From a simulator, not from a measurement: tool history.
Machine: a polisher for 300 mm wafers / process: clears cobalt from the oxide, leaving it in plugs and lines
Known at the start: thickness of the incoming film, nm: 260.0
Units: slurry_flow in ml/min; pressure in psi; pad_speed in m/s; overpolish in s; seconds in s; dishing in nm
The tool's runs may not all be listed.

{"run": 1, "day": 0.0, "slurry_flow": 130, "pressure": 1.3, "pad_speed": 0.94, "overpolish": 13, "seconds": 71.93, "dishing": 29.152}
{"run": 2, "day": 0.221, "slurry_flow": 130, "pressure": 1.5, "pad_speed": 0.96, "overpolish": 14, "seconds": 66.23, "dishing": 30.93}
{"run": 3, "day": 0.479, "slurry_flow": 130, "pressure": 1.5, "pad_speed": 0.96, "overpolish": 11, "seconds": 64.573, "dishing": 28.031}
{"run": 4, "day": 0.725, "slurry_flow": 115, "pressure": 1.5, "pad_speed": 0.96, "overpolish": 11, "seconds": 66.921, "dishing": 27.558}
{"run": 5, "day": 0.8, "slurry_flow": 115, "pressure": 1.7, "pad_speed": 0.96, "overpolish": 11, "seconds": 62.972, "dishing": 29.496}
{"run": 6, "day": 0.988, "slurry_flow": 115, "pressure": 1.6, "pad_speed": 0.96, "overpolish": 11, "seconds": 63.031, "dishing": 28.413}

Expected results for the next run?
{"run": 7, "day": 1.283, "slurry_flow": 115, "pressure": 1.7, "pad_speed": 1.0, "overpolish": 12, "seconds": "?", "dishing": "?"}

seconds: 58.698 s
dishing: 31.093 nm
